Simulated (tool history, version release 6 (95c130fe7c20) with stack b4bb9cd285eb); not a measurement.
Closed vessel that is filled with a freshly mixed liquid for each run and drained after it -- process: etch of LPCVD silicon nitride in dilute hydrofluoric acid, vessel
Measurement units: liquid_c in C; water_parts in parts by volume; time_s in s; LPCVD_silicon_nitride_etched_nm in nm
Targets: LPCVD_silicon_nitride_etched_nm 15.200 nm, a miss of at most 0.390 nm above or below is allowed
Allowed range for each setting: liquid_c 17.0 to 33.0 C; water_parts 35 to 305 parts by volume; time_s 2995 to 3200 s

run    day  liquid_c  water_parts  time_s  LPCVD_silicon_nitride_etched_nm
  1  0.000      25.0          170    2995                            9.699
  2  0.200      25.5          170    2995                           10.081
  3  0.308      25.5          170    2995                           10.045
  4  0.646      25.5          130    2995                           13.253
  5  1.012      26.5          130    2995                           13.992
  6  1.204      24.0          130    2995                           11.968
  7  1.362      24.5          130    2995                           12.315
  8  1.521      25.0          130    2995                           12.746
  9  1.646      25.5          130    2995                           13.198
 10  2.008      27.0          130    2995                           14.487

Exactly one of the 5 candidate moves below puts every result within its allowed miss. Which one?
  A  2.371      29.0          140    3140                                ?
  B  2.371      28.5          135    3145                                ?
  C  2.371      26.0          120    3070                                ?
  D  2.371      30.0          155    2995                                ?
  E  2.371      27.0          140    3085                                ?

move  LPCVD_silicon_nitride_etched_nm
   A                           15.895
   B                           16.012
   C                           15.022
   D                           14.538
   E                           13.789
A: takes the biggest miss from the last run beyond its target
B: takes the biggest miss from the last run beyond its target
C: hits every target within its allowed miss
D: an improvement on the last run, though not all results are within tolerance
E: lands further from the targets than the last run did
Move C is the one to make.
